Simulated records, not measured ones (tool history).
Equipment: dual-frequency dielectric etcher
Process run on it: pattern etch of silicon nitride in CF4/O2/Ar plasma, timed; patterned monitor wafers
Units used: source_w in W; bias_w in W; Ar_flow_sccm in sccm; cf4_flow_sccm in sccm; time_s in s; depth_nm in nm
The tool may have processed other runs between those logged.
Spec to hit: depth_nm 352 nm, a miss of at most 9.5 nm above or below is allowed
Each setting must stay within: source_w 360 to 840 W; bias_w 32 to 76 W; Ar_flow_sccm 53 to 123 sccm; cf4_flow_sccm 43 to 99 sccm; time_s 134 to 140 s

run,hour,source_w,bias_w,Ar_flow_sccm,cf4_flow_sccm,time_s,depth_nm
1,0,600,54,88,71,134,307.43
2,3.1,610,54,88,71,134,308.29
3,4.6,530,54,88,71,134,277.39
4,11,530,54,88,81,134,282.16
5,13.5,530,54,88,76,134,279.41
6,14.8,530,60,88,76,134,290.35
7,18.9,550,60,88,76,134,295.43
8,25.3,570,60,88,76,134,307.88
# hour 30.9: source power generator calibrated
9,30.9,580,60,88,76,134,315.43

Pick the move, out of 5, that brings all results within their allowed miss; only one does.
A,36.5,500,56,90,80,140,?
B,36.5,530,47,79,76,140,?
C,36.5,610,64,89,72,140,?
D,36.5,530,50,82,85,134,?
E,36.5,690,65,84,91,134,?

move,depth_nm
A,289.65
B,286.85
C,349.67
D,283.31
E,383.02
A: further off than the last run
B: further off than the last run
C: in spec on every target
D: further off than the last run
E: carries the result that was furthest off beyond its target, to the other side
Correct choice: C, which meets every target
